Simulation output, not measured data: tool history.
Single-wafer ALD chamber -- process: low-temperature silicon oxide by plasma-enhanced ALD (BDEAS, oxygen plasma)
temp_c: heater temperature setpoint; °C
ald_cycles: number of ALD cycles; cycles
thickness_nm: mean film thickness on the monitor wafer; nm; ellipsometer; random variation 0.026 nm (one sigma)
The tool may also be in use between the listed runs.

| run | hour | temp_c | ald_cycles | thickness_nm |
|---|---|---|---|---|
| 1 | 0.0 | 120 | 56 | 8.0810 |
| 2 | 8.3 | 120 | 51 | 7.3847 |
| 3 | 16.1 | 120 | 44 | 6.3800 |
| 4 | 22.7 | 111 | 44 | 6.4788 |
| 5 | 24.2 | 111 | 48 | 7.0529 |
| 6 | 27.1 | 111 | 50 | 7.3742 |
|  | 33.3 | thermocouple changed; heater temperature recalibrated |
| 7 | 33.3 | 110 | 51 | 7.4247 |

For run 8, what comes out?
| 8 | 37.5 | 110 | 52 | ? |

thickness_nm: 7.5749 nm
